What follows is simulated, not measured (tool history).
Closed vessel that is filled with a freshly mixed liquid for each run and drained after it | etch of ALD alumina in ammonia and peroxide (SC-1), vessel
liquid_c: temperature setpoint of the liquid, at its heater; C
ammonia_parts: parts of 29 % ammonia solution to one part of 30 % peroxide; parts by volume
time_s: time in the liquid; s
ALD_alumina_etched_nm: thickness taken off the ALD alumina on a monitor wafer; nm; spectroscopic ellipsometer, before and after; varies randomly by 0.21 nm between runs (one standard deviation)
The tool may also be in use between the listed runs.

Run 1, hour 0.0: liquid_c 63.0 C, ammonia_parts 0.75 parts by volume, time_s 460 s. Result: ALD_alumina_etched_nm 69.746 nm.
Run 2, hour 7.9: liquid_c 61.0 C, ammonia_parts 0.75 parts by volume, time_s 460 s. Result: ALD_alumina_etched_nm 63.607 nm.
Run 3, hour 11.6: liquid_c 59.0 C, ammonia_parts 0.75 parts by volume, time_s 460 s. Result: ALD_alumina_etched_nm 57.254 nm.
Run 4, hour 13.2: liquid_c 57.5 C, ammonia_parts 0.75 parts by volume, time_s 460 s. Result: ALD_alumina_etched_nm 52.846 nm.
Run 5, hour 17.6: liquid_c 57.5 C, ammonia_parts 0.75 parts by volume, time_s 460 s. Result: ALD_alumina_etched_nm 52.807 nm.
Run 6, hour 24.3: liquid_c 57.5 C, ammonia_parts 1.00 parts by volume, time_s 460 s. Result: ALD_alumina_etched_nm 54.400 nm.
Run 7, hour 30.2: liquid_c 56.0 C, ammonia_parts 1.00 parts by volume, time_s 460 s. Result: ALD_alumina_etched_nm 49.513 nm.
Run 8, hour 37.5: liquid_c 55.0 C, ammonia_parts 1.00 parts by volume, time_s 460 s. Result: ALD_alumina_etched_nm 47.122 nm.
Run 9, hour 40.4: liquid_c 54.5 C, ammonia_parts 1.00 parts by volume, time_s 460 s. Result: ALD_alumina_etched_nm 46.616 nm.

What does the tool deliver on the next run?
Run 10, hour 45.1: liquid_c 54.0 C, ammonia_parts 1.00 parts by volume, time_s 460 s. Result: ALD_alumina_etched_nm ?.

{"run 10": {"ALD_alumina_etched_nm": 45.134}}
